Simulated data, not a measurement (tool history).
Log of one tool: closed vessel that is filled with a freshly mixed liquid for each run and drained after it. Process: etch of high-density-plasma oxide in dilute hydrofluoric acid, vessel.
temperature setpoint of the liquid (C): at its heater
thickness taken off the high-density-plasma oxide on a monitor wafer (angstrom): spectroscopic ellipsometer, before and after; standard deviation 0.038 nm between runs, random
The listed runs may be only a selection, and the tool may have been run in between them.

run,hour,temperature setpoint of the liquid (C),parts of water to one part of 49 % hydrofluoric acid (parts by volume),time in the liquid (s),thickness taken off the high-density-plasma oxide on a monitor wafer (angstrom)
1,0.0,20.0,155,220,68.095
2,7.7,21.5,155,220,72.183
3,9.2,21.5,130,220,89.039
4,11.3,21.5,180,220,61.266
5,18.1,21.5,145,220,77.892
6,25.2,21.5,120,220,97.297
7,33.0,20.0,140,220,78.707
8,38.0,19.0,160,220,63.117
9,46.8,18.5,170,220,58.448
10,56.0,18.0,175,220,55.113

Predict the results of run 11:
11,60.5,17.5,180,220,?

thickness taken off the high-density-plasma oxide on a monitor wafer (angstrom): 52.712

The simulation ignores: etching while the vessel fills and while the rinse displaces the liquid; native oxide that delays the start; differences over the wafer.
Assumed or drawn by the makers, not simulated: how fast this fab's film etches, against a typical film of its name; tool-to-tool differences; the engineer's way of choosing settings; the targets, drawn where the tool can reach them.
